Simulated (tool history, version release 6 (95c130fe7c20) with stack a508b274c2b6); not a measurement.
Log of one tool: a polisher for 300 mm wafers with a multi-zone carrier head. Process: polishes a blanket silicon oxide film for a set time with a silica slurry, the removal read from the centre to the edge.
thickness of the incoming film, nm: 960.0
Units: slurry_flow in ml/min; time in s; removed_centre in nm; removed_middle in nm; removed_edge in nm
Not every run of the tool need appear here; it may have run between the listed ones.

| run | hour | slurry_flow | centre_zone | middle_zone | edge_zone | slurry_solids | time | removed_centre | removed_middle | removed_edge |
|---|---|---|---|---|---|---|---|---|---|---|
| 1 | 0 | 250 | 1 | 1 | 1 | 1 | 47 | 151.47 | 157.9 | 155.22 |
| 2 | 6.2 | 250 | 1 | 1.05 | 1 | 1 | 47 | 151.48 | 167.12 | 152.64 |
| 3 | 14.5 | 250 | 0.99 | 1.04 | 0.97 | 0.85 | 46 | 136.17 | 152.68 | 139.72 |
| 4 | 20.9 | 250 | 0.99 | 1.04 | 0.97 | 0.85 | 39 | 117.02 | 128.92 | 119.89 |
| 5 | 23 | 245 | 0.99 | 1.04 | 0.95 | 0.85 | 39 | 112.69 | 125.58 | 117.75 |
| 6 | 25.8 | 310 | 0.99 | 1.04 | 0.95 | 0.85 | 39 | 116.81 | 127.66 | 118.46 |

Run 7 comes next. What will it give?
| 7 | 33.2 | 310 | 0.99 | 1.04 | 0.95 | 0.85 | 39 | ? | ? | ? |

Run 7 came out at removed_centre 117.42 nm, removed_middle 129.21 nm, removed_edge 119.4 nm.
